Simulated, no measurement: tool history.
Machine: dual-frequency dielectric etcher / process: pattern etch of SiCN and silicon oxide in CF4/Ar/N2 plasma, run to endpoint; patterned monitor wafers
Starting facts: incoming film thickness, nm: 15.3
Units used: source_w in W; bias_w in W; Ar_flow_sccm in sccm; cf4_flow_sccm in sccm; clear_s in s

{"run": 1, "hour": 0.0, "source_w": 370, "bias_w": 95, "Ar_flow_sccm": 78, "cf4_flow_sccm": 63, "clear_s": 19.196}
{"run": 2, "hour": 3.4, "source_w": 340, "bias_w": 93, "Ar_flow_sccm": 79, "cf4_flow_sccm": 63, "clear_s": 20.802}
{"run": 3, "hour": 11.6, "source_w": 340, "bias_w": 93, "Ar_flow_sccm": 79, "cf4_flow_sccm": 54, "clear_s": 21.525}
{"run": 4, "hour": 18.8, "source_w": 320, "bias_w": 92, "Ar_flow_sccm": 79, "cf4_flow_sccm": 54, "clear_s": 23.233}
{"run": 5, "hour": 22.0, "source_w": 320, "bias_w": 92, "Ar_flow_sccm": 79, "cf4_flow_sccm": 45, "clear_s": 23.881}
{"run": 6, "hour": 27.3, "source_w": 320, "bias_w": 92, "Ar_flow_sccm": 69, "cf4_flow_sccm": 45, "clear_s": 23.32}

Run 7 has not been measured yet. What should we expect?
{"run": 7, "hour": 34.0, "source_w": 310, "bias_w": 92, "Ar_flow_sccm": 69, "cf4_flow_sccm": 45, "clear_s": "?"}

{"run 7": {"clear_s": 24.174}}
